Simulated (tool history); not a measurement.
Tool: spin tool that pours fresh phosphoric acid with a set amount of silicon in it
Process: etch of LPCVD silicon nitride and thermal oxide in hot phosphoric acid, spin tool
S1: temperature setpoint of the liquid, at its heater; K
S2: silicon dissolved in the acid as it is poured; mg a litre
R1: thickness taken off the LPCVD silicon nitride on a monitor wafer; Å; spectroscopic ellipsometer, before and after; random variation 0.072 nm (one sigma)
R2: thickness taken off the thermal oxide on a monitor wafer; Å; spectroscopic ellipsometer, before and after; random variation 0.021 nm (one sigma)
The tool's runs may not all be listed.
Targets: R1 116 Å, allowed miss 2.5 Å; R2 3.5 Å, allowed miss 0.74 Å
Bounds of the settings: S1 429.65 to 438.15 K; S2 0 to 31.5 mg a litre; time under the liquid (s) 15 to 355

Run 1, hour 0: S1 433.15 K, S2 14 mg a litre, time under the liquid (s) 180. Result: R1 150.72 Å, R2 3.6345 Å.
Run 2, hour 5.7: S1 433.15 K, S2 14 mg a litre, time under the liquid (s) 250. Result: R1 210.18 Å, R2 4.7478 Å.
Run 3, hour 11.7: S1 431.65 K, S2 14 mg a litre, time under the liquid (s) 250. Result: R1 196.6 Å, R2 4.6084 Å.
Run 4, hour 14.9: S1 431.15 K, S2 12 mg a litre, time under the liquid (s) 230. Result: R1 180.8 Å, R2 4.4211 Å.
Run 5, hour 20.3: S1 431.15 K, S2 12 mg a litre, time under the liquid (s) 260. Result: R1 205.32 Å, R2 4.7908 Å.
Run 6, hour 24.4: S1 430.15 K, S2 12 mg a litre, time under the liquid (s) 260. Result: R1 195.68 Å, R2 4.5231 Å.
Run 7, hour 32.8: S1 429.65 K, S2 3 mg a litre, time under the liquid (s) 170. Result: R1 126.72 Å, R2 3.3967 Å.
Run 8, hour 39.1: S1 429.65 K, S2 2.5 mg a litre, time under the liquid (s) 165. Result: R1 121.73 Å, R2 3.5687 Å.
Run 9, hour 42.8: S1 429.65 K, S2 2 mg a litre, time under the liquid (s) 160. Result: R1 120.19 Å, R2 3.2057 Å.

Which of these 5 next moves meets every target?
Run A, hour 46.5: S1 429.65 K, S2 10.5 mg a litre, time under the liquid (s) 150. Result: R1 ?, R2 ?.
Run B, hour 46.5: S1 429.65 K, S2 3.5 mg a litre, time under the liquid (s) 165. Result: R1 ?, R2 ?.
Run C, hour 46.5: S1 429.65 K, S2 22.5 mg a litre, time under the liquid (s) 155. Result: R1 ?, R2 ?.
Run D, hour 46.5: S1 429.65 K, S2 0 mg a litre, time under the liquid (s) 155. Result: R1 ?, R2 ?.
Run E, hour 46.5: S1 433.15 K, S2 0 mg a litre, time under the liquid (s) 145. Result: R1 ?, R2 ?.

move      R1      R2
   A  111.66  2.9329
   B  122.82  3.7336
   C  115.38  2.2134
   D  115.38  3.7457
   E  121.51  4.5512
A: takes the result that was furthest off past its target
B: further off than the last run
C: brings the result that was furthest off to its target, and leaves another outside
D: meets every target
E: further off than the last run
The right move is D.
